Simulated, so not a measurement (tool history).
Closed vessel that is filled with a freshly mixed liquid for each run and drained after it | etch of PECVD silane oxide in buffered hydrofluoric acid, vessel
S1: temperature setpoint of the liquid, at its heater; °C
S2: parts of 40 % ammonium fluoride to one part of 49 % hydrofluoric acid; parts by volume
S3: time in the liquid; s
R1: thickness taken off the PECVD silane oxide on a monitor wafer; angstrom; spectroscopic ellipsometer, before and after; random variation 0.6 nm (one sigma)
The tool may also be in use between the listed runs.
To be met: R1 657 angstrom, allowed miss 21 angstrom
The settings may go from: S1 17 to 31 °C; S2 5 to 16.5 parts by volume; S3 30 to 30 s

run	hour	S1	S2	S3	R1
1	0	23	10	30	848.77
2	7.1	23	8.5	30	960.63
3	12.2	22	8.5	30	903.64
4	15.6	22	6	30	1291.3
5	17.7	21	6.5	30	1116.2
6	23.5	22.5	6.5	30	1236.2
7	28.6	21.5	7	30	1100.8
8	29.7	20.5	7.5	30	942.14
9	30.8	20	7.5	30	938.66
10	35.4	19.5	8	30	839.8
# hour 39.5: thermometer replaced
11	39.5	19	8	30	726.19
12	43.3	18.5	8	30	707.26
13	48.4	18	8	30	679.74

Which of these 4 next moves meets every target?
A	53.5	18	7.5	30	?
B	53.5	20	9.5	30	?
C	53.5	17.5	8.5	30	?
D	53.5	17	8.5	30	?

move	R1
A	738.84
B	655.9
C	627.06
D	609.44
A: further off than the last run
B: meets every target
C: takes the result that was furthest off past its target
D: takes the result that was furthest off past its target
Answer: B

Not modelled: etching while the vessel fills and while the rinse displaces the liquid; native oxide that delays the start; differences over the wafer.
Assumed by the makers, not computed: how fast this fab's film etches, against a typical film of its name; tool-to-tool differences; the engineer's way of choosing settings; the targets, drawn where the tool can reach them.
